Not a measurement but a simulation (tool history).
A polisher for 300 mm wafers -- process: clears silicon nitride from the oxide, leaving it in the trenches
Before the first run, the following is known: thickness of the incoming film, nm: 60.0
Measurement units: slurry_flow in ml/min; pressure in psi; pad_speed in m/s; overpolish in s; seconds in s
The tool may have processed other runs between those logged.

run  hour  slurry_flow  pressure  pad_speed  overpolish  seconds
  1   0.0          195       2.7       0.80          10   96.144
  2   3.0          200       3.0       0.80          10   86.770
  3   4.7          205       3.3       0.80          10   79.139
  4   9.7          205       3.5       0.80          10   74.051
  5  14.2          205       3.2       0.80          10   81.268
     20.2  -- head pressure recalibrated
  6  20.2          210       3.4       0.80          10   70.391

The next listed run, before its measurement:
  7  27.1          220       3.4       0.80          10        ?

{"run 7": {"seconds": 70.32}}

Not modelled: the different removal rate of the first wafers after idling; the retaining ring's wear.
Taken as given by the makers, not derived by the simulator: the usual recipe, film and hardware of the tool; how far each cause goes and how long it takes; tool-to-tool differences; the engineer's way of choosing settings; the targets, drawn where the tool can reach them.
